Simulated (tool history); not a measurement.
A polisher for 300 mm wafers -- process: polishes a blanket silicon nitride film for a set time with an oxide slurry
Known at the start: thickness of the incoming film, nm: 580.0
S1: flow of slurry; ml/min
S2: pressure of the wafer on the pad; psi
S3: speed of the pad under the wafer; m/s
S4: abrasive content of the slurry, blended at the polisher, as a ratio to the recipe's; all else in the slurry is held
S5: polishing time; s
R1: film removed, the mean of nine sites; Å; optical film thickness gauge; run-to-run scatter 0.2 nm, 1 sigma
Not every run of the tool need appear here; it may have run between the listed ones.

run,day,S1,S2,S3,S4,S5,R1
1,0.000,200,2.5,1.16,1.0,47,190.90
2,0.129,205,2.6,1.16,1.0,47,199.53
3,0.246,205,2.6,0.88,1.0,47,169.11
4,0.304,210,2.7,0.88,1.0,47,177.56
5,0.446,210,2.7,1.08,1.0,47,201.26
6,0.517,215,2.8,1.08,1.0,47,204.93
7,0.550,215,2.8,1.08,1.0,47,206.73

Run 8, settings as shown, results not yet in. Your forecast:
8,0.900,215,2.9,1.08,1.0,47,?

{"run 8": {"R1": 214.29}}

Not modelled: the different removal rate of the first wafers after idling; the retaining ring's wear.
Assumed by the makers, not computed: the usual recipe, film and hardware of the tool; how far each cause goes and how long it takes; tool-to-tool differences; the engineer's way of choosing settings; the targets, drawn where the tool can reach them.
